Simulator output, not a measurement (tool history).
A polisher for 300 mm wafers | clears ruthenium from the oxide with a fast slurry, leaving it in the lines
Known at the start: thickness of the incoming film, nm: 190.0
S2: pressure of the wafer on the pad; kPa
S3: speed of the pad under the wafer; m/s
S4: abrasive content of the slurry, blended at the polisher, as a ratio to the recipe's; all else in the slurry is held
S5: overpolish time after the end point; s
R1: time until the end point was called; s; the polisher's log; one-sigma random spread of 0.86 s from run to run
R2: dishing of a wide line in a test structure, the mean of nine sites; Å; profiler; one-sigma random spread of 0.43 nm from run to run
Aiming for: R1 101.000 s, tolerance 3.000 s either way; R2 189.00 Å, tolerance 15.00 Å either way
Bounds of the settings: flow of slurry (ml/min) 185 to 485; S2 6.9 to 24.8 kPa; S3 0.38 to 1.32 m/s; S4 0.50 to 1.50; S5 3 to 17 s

run 1 hour=0.0 | flow_of_slurry_(ml/min)=310 S2=15.9 S3=0.84 S4=1.00 S5=9 | R1=87.965 R2=175.25
run 2 hour=8.7 | flow_of_slurry_(ml/min)=310 S2=15.2 S3=0.84 S4=1.00 S5=9 | R1=91.980 R2=171.14
run 3 hour=11.4 | flow_of_slurry_(ml/min)=340 S2=15.2 S3=0.84 S4=1.00 S5=9 | R1=91.527 R2=170.10
run 4 hour=12.9 | flow_of_slurry_(ml/min)=340 S2=18.6 S3=0.84 S4=1.00 S5=9 | R1=74.268 R2=215.83
run 5 hour=20.9 | flow_of_slurry_(ml/min)=340 S2=17.9 S3=0.84 S4=1.00 S5=9 | R1=76.502 R2=203.88
run 6 hour=29.8 | flow_of_slurry_(ml/min)=340 S2=17.9 S3=0.84 S4=1.00 S5=7 | R1=76.709 R2=161.33
run 7 hour=34.2 | flow_of_slurry_(ml/min)=340 S2=17.2 S3=0.84 S4=1.00 S5=8 | R1=80.004 R2=173.65
run 8 hour=38.1 | flow_of_slurry_(ml/min)=330 S2=13.1 S3=0.84 S4=1.00 S5=11 | R1=104.300 R2=191.01
run 9 hour=39.2 | flow_of_slurry_(ml/min)=330 S2=13.1 S3=0.84 S4=1.00 S5=11 | R1=105.170 R2=190.01

Below are 4 possible settings for the next run. Only one of them brings all results inside the allowed miss of their targets. Which is it?
run A hour=40.3 | flow_of_slurry_(ml/min)=320 S2=11.0 S3=0.86 S4=1.15 S5=12 | R1=? R2=?
run B hour=40.3 | flow_of_slurry_(ml/min)=350 S2=13.8 S3=0.88 S4=0.90 S5=11 | R1=? R2=?
run C hour=40.3 | flow_of_slurry_(ml/min)=330 S2=11.7 S3=0.86 S4=1.10 S5=12 | R1=? R2=?
run D hour=40.3 | flow_of_slurry_(ml/min)=310 S2=16.5 S3=0.62 S4=1.00 S5=14 | R1=? R2=?

move=A R1=112.070 R2=181.82
move=B R1=100.200 R2=186.25
move=C R1=107.890 R2=188.63
move=D R1=112.240 R2=210.63
A: lands further from the targets than the last run did
B: each result inside its tolerance
C: lands further from the targets than the last run did
D: lands further from the targets than the last run did
So the answer is move B, the one that meets all the targets.
